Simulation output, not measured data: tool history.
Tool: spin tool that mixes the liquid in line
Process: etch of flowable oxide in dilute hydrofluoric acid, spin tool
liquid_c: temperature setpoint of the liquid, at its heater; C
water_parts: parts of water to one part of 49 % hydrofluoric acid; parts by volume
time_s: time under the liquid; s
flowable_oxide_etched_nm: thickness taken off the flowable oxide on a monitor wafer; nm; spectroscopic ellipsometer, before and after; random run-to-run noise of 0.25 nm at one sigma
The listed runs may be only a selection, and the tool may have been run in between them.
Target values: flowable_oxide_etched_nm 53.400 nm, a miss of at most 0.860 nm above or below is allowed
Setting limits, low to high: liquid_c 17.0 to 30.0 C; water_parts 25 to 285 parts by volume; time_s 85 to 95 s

{"run": 1, "hour": 0.0, "liquid_c": 22.0, "water_parts": 155, "time_s": 85, "flowable_oxide_etched_nm": 21.894}
{"run": 2, "hour": 5.2, "liquid_c": 22.0, "water_parts": 180, "time_s": 85, "flowable_oxide_etched_nm": 18.36}
{"run": 3, "hour": 7.2, "liquid_c": 23.0, "water_parts": 170, "time_s": 85, "flowable_oxide_etched_nm": 20.466}
{"run": 4, "hour": 15.7, "liquid_c": 23.0, "water_parts": 140, "time_s": 85, "flowable_oxide_etched_nm": 25.912}
{"hour": 21.9, "done": "thermometer replaced"}
{"run": 5, "hour": 21.9, "liquid_c": 23.5, "water_parts": 135, "time_s": 85, "flowable_oxide_etched_nm": 26.006}
{"run": 6, "hour": 29.1, "liquid_c": 23.5, "water_parts": 135, "time_s": 95, "flowable_oxide_etched_nm": 29.01}
{"run": 7, "hour": 31.3, "liquid_c": 24.0, "water_parts": 130, "time_s": 95, "flowable_oxide_etched_nm": 30.675}
{"run": 8, "hour": 39.0, "liquid_c": 24.5, "water_parts": 125, "time_s": 95, "flowable_oxide_etched_nm": 33.078}
{"run": 9, "hour": 43.4, "liquid_c": 25.0, "water_parts": 120, "time_s": 95, "flowable_oxide_etched_nm": 35.334}
{"run": 10, "hour": 51.1, "liquid_c": 29.0, "water_parts": 85, "time_s": 95, "flowable_oxide_etched_nm": 60.496}
{"run": 11, "hour": 55.1, "liquid_c": 28.0, "water_parts": 85, "time_s": 95, "flowable_oxide_etched_nm": 58.987}
{"run": 12, "hour": 62.0, "liquid_c": 27.0, "water_parts": 85, "time_s": 95, "flowable_oxide_etched_nm": 56.235}

5 candidate next runs follow, results not yet known. Just one meets every target within its allowed miss. Identify it.
{"run": "A", "hour": 68.9, "liquid_c": 29.0, "water_parts": 85, "time_s": 90, "flowable_oxide_etched_nm": "?"}
{"run": "B", "hour": 68.9, "liquid_c": 25.5, "water_parts": 85, "time_s": 95, "flowable_oxide_etched_nm": "?"}
{"run": "C", "hour": 68.9, "liquid_c": 29.0, "water_parts": 90, "time_s": 95, "flowable_oxide_etched_nm": "?"}
{"run": "D", "hour": 68.9, "liquid_c": 28.0, "water_parts": 85, "time_s": 95, "flowable_oxide_etched_nm": "?"}
{"run": "E", "hour": 68.9, "liquid_c": 29.5, "water_parts": 95, "time_s": 90, "flowable_oxide_etched_nm": "?"}

move=A flowable_oxide_etched_nm=57.158
move=B flowable_oxide_etched_nm=52.648
move=C flowable_oxide_etched_nm=56.581
move=D flowable_oxide_etched_nm=58.054
move=E flowable_oxide_etched_nm=51.393
A: further off than the last run
B: hits every target within its allowed miss
C: further off than the last run
D: further off than the last run
E: carries the result that was furthest off beyond its target, to the other side
B is the move that brings every result within its allowed miss.

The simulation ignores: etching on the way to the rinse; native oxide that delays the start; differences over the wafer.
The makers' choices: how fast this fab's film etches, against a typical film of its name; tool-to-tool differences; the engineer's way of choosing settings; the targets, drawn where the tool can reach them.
